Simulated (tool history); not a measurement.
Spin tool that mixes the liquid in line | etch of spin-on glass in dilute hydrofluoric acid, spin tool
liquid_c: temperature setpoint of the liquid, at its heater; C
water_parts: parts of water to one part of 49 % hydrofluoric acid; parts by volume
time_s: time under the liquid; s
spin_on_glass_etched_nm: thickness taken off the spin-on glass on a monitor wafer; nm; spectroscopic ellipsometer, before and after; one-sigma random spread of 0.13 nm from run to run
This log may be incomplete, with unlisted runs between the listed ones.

run,hour,liquid_c,water_parts,time_s,spin_on_glass_etched_nm
1,0.0,26.0,110,30,5.2751
2,7.0,24.5,110,30,5.0427
3,14.2,24.5,110,25,4.1801
4,16.7,26.0,100,25,4.9761
5,24.7,24.0,100,25,4.6776
6,25.5,25.5,85,25,5.8670
7,33.8,27.0,75,25,7.3141
# hour 42.6: hydrofluoric acid flow meter replaced
8,42.6,28.0,70,25,9.0648
9,49.2,29.0,70,25,9.3226

Forecast run 10:
10,51.3,30.0,70,25,?

{"run 10": {"spin_on_glass_etched_nm": 9.5912}}
